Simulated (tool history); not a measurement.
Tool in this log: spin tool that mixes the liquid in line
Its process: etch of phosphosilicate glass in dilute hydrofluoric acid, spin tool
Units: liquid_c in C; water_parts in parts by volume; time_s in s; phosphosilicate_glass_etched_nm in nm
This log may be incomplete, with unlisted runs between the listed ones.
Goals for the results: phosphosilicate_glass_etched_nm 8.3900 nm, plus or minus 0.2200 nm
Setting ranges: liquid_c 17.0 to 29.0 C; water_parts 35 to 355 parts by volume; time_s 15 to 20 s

| run | hour | liquid_c | water_parts | time_s | phosphosilicate_glass_etched_nm |
|---|---|---|---|---|---|
| 1 | 0.0 | 21.0 | 195 | 20 | 4.7433 |
| 2 | 7.3 | 21.0 | 135 | 20 | 7.3953 |
| 3 | 15.1 | 21.0 | 135 | 15 | 5.4483 |
| 4 | 23.7 | 22.5 | 125 | 15 | 6.2757 |
| 5 | 30.6 | 20.0 | 125 | 15 | 5.7105 |
| 6 | 33.1 | 21.5 | 125 | 15 | 6.0662 |
| 7 | 36.1 | 23.0 | 115 | 15 | 7.0631 |
| 8 | 41.4 | 24.0 | 115 | 15 | 7.4421 |
| 9 | 50.2 | 24.5 | 115 | 15 | 7.4458 |
| 10 | 57.8 | 25.0 | 115 | 15 | 7.6015 |

Of the 4 settings listed for the next run, only one would bring every result within its allowed miss of target. Which one?
| A | 65.4 | 24.5 | 115 | 15 | ? |
| B | 65.4 | 24.5 | 125 | 15 | ? |
| C | 65.4 | 22.5 | 145 | 20 | ? |
| D | 65.4 | 23.0 | 100 | 15 | ? |

| move | phosphosilicate_glass_etched_nm |
|---|---|
| A | 7.5054 |
| B | 6.8223 |
| C | 7.0904 |
| D | 8.2834 |
A: lands further from the targets than the last run did
B: lands further from the targets than the last run did
C: lands further from the targets than the last run did
D: hits every target within its allowed miss
Go with D: it meets all targets.
